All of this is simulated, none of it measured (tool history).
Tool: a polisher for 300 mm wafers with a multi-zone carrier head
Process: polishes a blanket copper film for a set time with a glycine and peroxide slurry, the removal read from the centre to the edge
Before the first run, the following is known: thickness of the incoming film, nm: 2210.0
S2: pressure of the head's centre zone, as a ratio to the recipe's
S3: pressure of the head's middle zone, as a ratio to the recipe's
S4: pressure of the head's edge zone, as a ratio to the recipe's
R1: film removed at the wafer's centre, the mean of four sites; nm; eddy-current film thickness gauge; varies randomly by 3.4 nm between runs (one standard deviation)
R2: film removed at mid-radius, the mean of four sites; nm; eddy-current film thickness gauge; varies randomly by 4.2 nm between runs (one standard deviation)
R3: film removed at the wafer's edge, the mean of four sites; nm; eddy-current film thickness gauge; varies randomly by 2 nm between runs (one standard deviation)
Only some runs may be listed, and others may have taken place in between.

run 1 day=0.000 | flow_of_slurry_(ml/min)=165 S2=1.00 S3=1.00 S4=1.00 polishing_time_(s)=35 | R1=250.54 R2=260.61 R3=248.81
run 2 day=0.192 | flow_of_slurry_(ml/min)=165 S2=1.00 S3=1.00 S4=0.97 polishing_time_(s)=35 | R1=249.75 R2=246.77 R3=247.95
run 3 day=0.271 | flow_of_slurry_(ml/min)=200 S2=1.00 S3=1.00 S4=0.97 polishing_time_(s)=35 | R1=267.82 R2=268.60 R3=251.83
run 4 day=0.529 | flow_of_slurry_(ml/min)=195 S2=0.99 S3=0.98 S4=1.01 polishing_time_(s)=37 | R1=275.78 R2=273.40 R3=268.25
run 5 day=0.696 | flow_of_slurry_(ml/min)=190 S2=0.98 S3=0.98 S4=1.04 polishing_time_(s)=39 | R1=283.92 R2=283.87 R3=287.68
run 6 day=0.946 | flow_of_slurry_(ml/min)=200 S2=0.97 S3=0.99 S4=1.07 polishing_time_(s)=40 | R1=294.62 R2=295.08 R3=303.73
run 7 day=1.017 | flow_of_slurry_(ml/min)=210 S2=0.96 S3=1.01 S4=1.09 polishing_time_(s)=40 | R1=292.41 R2=311.38 R3=308.71
run 8 day=1.092 | flow_of_slurry_(ml/min)=220 S2=0.96 S3=1.01 S4=1.11 polishing_time_(s)=40 | R1=291.73 R2=313.86 R3=310.70

Run 9 comes next. What will it give?
run 9 day=1.242 | flow_of_slurry_(ml/min)=225 S2=0.96 S3=1.01 S4=1.13 polishing_time_(s)=40 | R1=? R2=? R3=?

{"run 9": {"R1": 293.99, "R2": 307.82, "R3": 315.64}}

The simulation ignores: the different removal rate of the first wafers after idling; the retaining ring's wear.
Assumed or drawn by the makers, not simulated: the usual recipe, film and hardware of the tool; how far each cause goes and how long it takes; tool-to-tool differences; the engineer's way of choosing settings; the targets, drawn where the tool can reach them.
